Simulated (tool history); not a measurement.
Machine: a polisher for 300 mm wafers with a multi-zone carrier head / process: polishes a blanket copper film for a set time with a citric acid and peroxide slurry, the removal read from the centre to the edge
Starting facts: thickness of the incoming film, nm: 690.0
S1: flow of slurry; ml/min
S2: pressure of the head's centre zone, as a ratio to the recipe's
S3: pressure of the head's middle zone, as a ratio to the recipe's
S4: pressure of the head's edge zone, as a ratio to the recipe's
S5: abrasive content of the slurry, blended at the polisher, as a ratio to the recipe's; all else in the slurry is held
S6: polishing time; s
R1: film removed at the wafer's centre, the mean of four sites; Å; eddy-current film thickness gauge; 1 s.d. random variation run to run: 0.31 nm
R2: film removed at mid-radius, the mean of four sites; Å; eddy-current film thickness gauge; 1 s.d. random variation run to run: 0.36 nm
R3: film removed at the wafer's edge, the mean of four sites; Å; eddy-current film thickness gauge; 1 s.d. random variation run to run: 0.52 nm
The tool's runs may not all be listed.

{"run": 1, "day": 0.0, "S1": 260, "S2": 1.0, "S3": 1.0, "S4": 1.0, "S5": 1.0, "S6": 38, "R1": 617.51, "R2": 624.46, "R3": 611.0}
{"run": 2, "day": 0.338, "S1": 255, "S2": 0.98, "S3": 0.99, "S4": 1.0, "S5": 0.95, "S6": 37, "R1": 572.75, "R2": 593.42, "R3": 579.89}
{"run": 3, "day": 0.412, "S1": 250, "S2": 0.96, "S3": 0.97, "S4": 1.0, "S5": 0.9, "S6": 36, "R1": 535.32, "R2": 559.89, "R3": 560.88}
{"run": 4, "day": 0.592, "S1": 250, "S2": 0.88, "S3": 0.97, "S4": 1.0, "S5": 0.9, "S6": 36, "R1": 489.9, "R2": 555.23, "R3": 566.08}
{"run": 5, "day": 0.775, "S1": 245, "S2": 0.87, "S3": 0.96, "S4": 0.99, "S5": 0.85, "S6": 35, "R1": 464.19, "R2": 534.88, "R3": 543.88}
{"run": 6, "day": 1.012, "S1": 245, "S2": 0.87, "S3": 0.96, "S4": 0.99, "S5": 0.85, "S6": 41, "R1": 539.18, "R2": 623.06, "R3": 638.45}
{"run": 7, "day": 1.262, "S1": 245, "S2": 0.87, "S3": 0.95, "S4": 0.98, "S5": 0.8, "S6": 40, "R1": 524.68, "R2": 601.85, "R3": 612.3}
{"run": 8, "day": 1.429, "S1": 240, "S2": 0.87, "S3": 0.94, "S4": 0.98, "S5": 0.75, "S6": 39, "R1": 502.92, "R2": 574.87, "R3": 569.39}
{"run": 9, "day": 1.608, "S1": 235, "S2": 0.86, "S3": 0.93, "S4": 0.99, "S5": 0.75, "S6": 38, "R1": 478.1, "R2": 545.25, "R3": 553.74}
{"run": 10, "day": 1.917, "S1": 230, "S2": 0.85, "S3": 0.92, "S4": 1.0, "S5": 0.75, "S6": 37, "R1": 463.68, "R2": 529.04, "R3": 550.8}
{"run": 11, "day": 2.025, "S1": 225, "S2": 0.85, "S3": 0.91, "S4": 1.0, "S5": 0.7, "S6": 36, "R1": 436.58, "R2": 497.88, "R3": 546.27}
{"run": 12, "day": 2.15, "S1": 225, "S2": 0.85, "S3": 0.9, "S4": 0.99, "S5": 0.7, "S6": 36, "R1": 445.01, "R2": 494.13, "R3": 526.76}

Run 13 comes next. What will it give?
{"run": 13, "day": 2.375, "S1": 220, "S2": 0.85, "S3": 0.89, "S4": 0.99, "S5": 0.7, "S6": 36, "R1": "?", "R2": "?", "R3": "?"}

{"run 13": {"R1": 449.23, "R2": 489.29, "R3": 519.64}}

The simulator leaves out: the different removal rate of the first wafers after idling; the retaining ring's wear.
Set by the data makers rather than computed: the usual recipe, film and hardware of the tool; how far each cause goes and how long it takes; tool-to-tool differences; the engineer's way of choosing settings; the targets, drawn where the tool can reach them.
